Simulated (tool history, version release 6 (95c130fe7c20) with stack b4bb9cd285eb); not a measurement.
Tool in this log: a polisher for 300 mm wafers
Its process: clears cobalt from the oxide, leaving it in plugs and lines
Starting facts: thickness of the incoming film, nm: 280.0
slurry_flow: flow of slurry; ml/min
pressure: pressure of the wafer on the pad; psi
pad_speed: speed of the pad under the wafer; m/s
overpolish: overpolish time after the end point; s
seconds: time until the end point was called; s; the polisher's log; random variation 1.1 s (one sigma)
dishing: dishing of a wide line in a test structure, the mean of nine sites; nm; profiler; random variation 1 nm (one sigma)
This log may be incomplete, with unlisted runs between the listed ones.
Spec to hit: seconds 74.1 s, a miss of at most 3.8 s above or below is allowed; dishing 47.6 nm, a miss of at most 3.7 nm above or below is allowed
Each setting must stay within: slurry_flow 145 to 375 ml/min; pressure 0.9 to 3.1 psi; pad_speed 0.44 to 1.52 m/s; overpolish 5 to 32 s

Run 1, day 0: slurry_flow 240 ml/min, pressure 2 psi, pad_speed 0.98 m/s, overpolish 16 s. Result: seconds 55.202 s, dishing 47.339 nm.
Run 2, day 0.3: slurry_flow 240 ml/min, pressure 2.2 psi, pad_speed 0.98 m/s, overpolish 16 s. Result: seconds 48.863 s, dishing 48.396 nm.
Run 3, day 0.5: slurry_flow 195 ml/min, pressure 2.2 psi, pad_speed 0.98 m/s, overpolish 16 s. Result: seconds 52.887 s, dishing 46.359 nm.
Run 4, day 0.554: slurry_flow 195 ml/min, pressure 2.7 psi, pad_speed 0.98 m/s, overpolish 16 s. Result: seconds 42.479 s, dishing 50.247 nm.
Run 5, day 0.804: slurry_flow 195 ml/min, pressure 2.4 psi, pad_speed 0.98 m/s, overpolish 16 s. Result: seconds 47.112 s, dishing 47.57 nm.
Run 6, day 1.104: slurry_flow 195 ml/min, pressure 2.3 psi, pad_speed 0.98 m/s, overpolish 17 s. Result: seconds 48.709 s, dishing 47.705 nm.
Run 7, day 1.338: slurry_flow 195 ml/min, pressure 2.1 psi, pad_speed 0.98 m/s, overpolish 18 s. Result: seconds 53.608 s, dishing 47.258 nm.
Run 8, day 1.379: slurry_flow 195 ml/min, pressure 2 psi, pad_speed 0.98 m/s, overpolish 19 s. Result: seconds 56.562 s, dishing 50.092 nm.
Run 9, day 1.712: slurry_flow 195 ml/min, pressure 1.9 psi, pad_speed 0.98 m/s, overpolish 19 s. Result: seconds 58.32 s, dishing 46.829 nm.
Run 10, day 2.029: slurry_flow 195 ml/min, pressure 1.8 psi, pad_speed 0.98 m/s, overpolish 20 s. Result: seconds 62.304 s, dishing 48.117 nm.
Run 11, day 2.246: slurry_flow 190 ml/min, pressure 1.6 psi, pad_speed 0.98 m/s, overpolish 21 s. Result: seconds 68.967 s, dishing 48.895 nm.
Run 12, day 2.438: slurry_flow 190 ml/min, pressure 1.4 psi, pad_speed 0.98 m/s, overpolish 21 s. Result: seconds 79.849 s, dishing 45.24 nm.
Run 13, day 2.612: slurry_flow 195 ml/min, pressure 1.4 psi, pad_speed 0.98 m/s, overpolish 21 s. Result: seconds 78.492 s, dishing 44.622 nm.
Run 14, day 2.975: slurry_flow 200 ml/min, pressure 1.4 psi, pad_speed 0.98 m/s, overpolish 22 s. Result: seconds 78.127 s, dishing 45.758 nm.

4 candidate next runs follow, results not yet known. Just one meets every target within its allowed miss. Identify it.
Run A, day 3.338: slurry_flow 215 ml/min, pressure 1.6 psi, pad_speed 1.06 m/s, overpolish 15 s. Result: seconds ?, dishing ?.
Run B, day 3.338: slurry_flow 210 ml/min, pressure 1.4 psi, pad_speed 1.24 m/s, overpolish 21 s. Result: seconds ?, dishing ?.
Run C, day 3.338: slurry_flow 190 ml/min, pressure 1.2 psi, pad_speed 1.36 m/s, overpolish 23 s. Result: seconds ?, dishing ?.
Run D, day 3.338: slurry_flow 215 ml/min, pressure 1.4 psi, pad_speed 0.9 m/s, overpolish 26 s. Result: seconds ?, dishing ?.

move  seconds  dishing
   A   64.185     41.6
   B   65.358   47.944
   C   71.079   48.117
   D   80.639   48.142
A: the result that was furthest off in the last run now lies on the other side of its target
B: the result that was furthest off in the last run now lies on the other side of its target
C: every result within its allowed miss
D: its largest miss is bigger than the last run's
C is the move that brings every result within its allowed miss.
